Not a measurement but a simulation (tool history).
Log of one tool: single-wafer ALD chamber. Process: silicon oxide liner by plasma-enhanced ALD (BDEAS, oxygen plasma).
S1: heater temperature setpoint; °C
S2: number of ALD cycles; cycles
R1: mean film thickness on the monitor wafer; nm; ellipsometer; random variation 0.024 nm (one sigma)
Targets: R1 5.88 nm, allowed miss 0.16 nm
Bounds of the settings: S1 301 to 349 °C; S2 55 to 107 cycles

run	hour	S1	S2	R1
1	0	325	81	7.5637
2	8.7	325	78	7.2197
3	15.9	325	76	7.0391
4	17.1	325	74	6.8874
5	20.8	321	74	6.9667
6	28.6	328	74	6.8743
7	36.8	328	72	6.6949
8	38.5	328	70	6.5044
9	40.6	329	60	5.5453
10	44.4	329	61	5.6344

5 next moves are on the table. One of them brings every result within its allowed miss. Which?
A	48.2	326	63	?
B	48.2	332	59	?
C	48.2	327	59	?
D	48.2	345	62	?
E	48.2	330	59	?

move	R1
A	5.8427
B	5.4227
C	5.4635
D	5.587
E	5.4391
A: meets every target
B: further off than the last run
C: further off than the last run
D: further off than the last run
E: further off than the last run
The right move is A.

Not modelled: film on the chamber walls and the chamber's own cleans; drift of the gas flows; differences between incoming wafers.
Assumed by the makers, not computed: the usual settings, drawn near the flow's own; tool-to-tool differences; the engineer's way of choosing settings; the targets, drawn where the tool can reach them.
